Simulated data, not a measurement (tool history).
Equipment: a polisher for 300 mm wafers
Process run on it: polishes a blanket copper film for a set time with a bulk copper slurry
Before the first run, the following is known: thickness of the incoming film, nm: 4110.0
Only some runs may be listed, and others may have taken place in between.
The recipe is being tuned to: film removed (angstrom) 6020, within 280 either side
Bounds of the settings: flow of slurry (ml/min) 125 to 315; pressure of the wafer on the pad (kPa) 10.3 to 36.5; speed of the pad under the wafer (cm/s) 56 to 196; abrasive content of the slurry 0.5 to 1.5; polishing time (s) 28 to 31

run,hour,flow of slurry (ml/min),pressure of the wafer on the pad (kPa),speed of the pad under the wafer (cm/s),abrasive content of the slurry,polishing time (s),film removed (angstrom)
1,0,205,23.4,126,1,31,4135.3
2,2.5,205,24.8,126,1,31,4243.6
3,11.3,160,24.8,126,1,31,4130.4
4,19.8,160,22.8,126,1,31,3744.9
5,26.6,160,22.8,126,1.15,31,3831.9
6,31.9,160,22.8,126,1.35,31,3880.3
7,35.7,165,24.1,126,1.35,31,4221.6
8,37.8,180,31,128,1.35,31,5523
9,39.7,180,31.7,128,1.35,31,5605.8

5 candidate next runs follow, results not yet known. Just one meets every target within its allowed miss. Identify it.
A,41.6,215,26.9,176,1.25,31,?
B,41.6,185,36.5,138,1.3,31,?
C,41.6,180,35.2,122,1.5,31,?
D,41.6,220,35.9,136,1.2,31,?
E,41.6,170,28.3,150,1.15,31,?

move,film removed (angstrom)
A,6549.6
B,6811.9
C,5948.9
D,6636.4
E,5642.6
A: takes the result that was furthest off past its target
B: takes the result that was furthest off past its target
C: every result within its allowed miss
D: takes the result that was furthest off past its target
E: closer than the last run, but not yet in spec
The move that meets every target is C.

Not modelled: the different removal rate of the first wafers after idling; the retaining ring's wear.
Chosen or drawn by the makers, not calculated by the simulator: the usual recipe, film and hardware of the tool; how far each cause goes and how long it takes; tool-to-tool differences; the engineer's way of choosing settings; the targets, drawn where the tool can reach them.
